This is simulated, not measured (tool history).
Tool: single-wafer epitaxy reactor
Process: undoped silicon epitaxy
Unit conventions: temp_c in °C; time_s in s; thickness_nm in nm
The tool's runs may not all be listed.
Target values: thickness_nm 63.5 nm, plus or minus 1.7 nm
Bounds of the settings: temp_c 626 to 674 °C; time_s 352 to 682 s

Run 1, hour 0: temp_c 650 °C, time_s 517 s. Result: thickness_nm 90.572 nm.
Run 2, hour 4.5: temp_c 650 °C, time_s 479 s. Result: thickness_nm 84.381 nm.
Run 3, hour 5.9: temp_c 642 °C, time_s 479 s. Result: thickness_nm 69.072 nm.
Run 4, hour 9.4: temp_c 651 °C, time_s 479 s. Result: thickness_nm 86.719 nm.
Run 5, hour 17.4: temp_c 647 °C, time_s 478 s. Result: thickness_nm 78.266 nm.
Run 6, hour 19.7: temp_c 644 °C, time_s 477 s. Result: thickness_nm 72.177 nm.
Run 7, hour 24.1: temp_c 642 °C, time_s 476 s. Result: thickness_nm 68.794 nm.
Run 8, hour 24.7: temp_c 641 °C, time_s 476 s. Result: thickness_nm 66.758 nm.
Run 9, hour 31.5: temp_c 641 °C, time_s 476 s. Result: thickness_nm 66.841 nm.

Exactly one of the 4 candidate moves below puts every result within its allowed miss. Which one?
Run A, hour 38.3: temp_c 641 °C, time_s 514 s. Result: thickness_nm ?.
Run B, hour 38.3: temp_c 638 °C, time_s 493 s. Result: thickness_nm ?.
Run C, hour 38.3: temp_c 640 °C, time_s 506 s. Result: thickness_nm ?.
Run D, hour 38.3: temp_c 642 °C, time_s 493 s. Result: thickness_nm ?.

move  thickness_nm
   A        71.934
   B        63.915
   C        69.037
   D        70.768
A: its largest miss is bigger than the last run's
B: meets every target
C: its largest miss is bigger than the last run's
D: its largest miss is bigger than the last run's
B meets every target.

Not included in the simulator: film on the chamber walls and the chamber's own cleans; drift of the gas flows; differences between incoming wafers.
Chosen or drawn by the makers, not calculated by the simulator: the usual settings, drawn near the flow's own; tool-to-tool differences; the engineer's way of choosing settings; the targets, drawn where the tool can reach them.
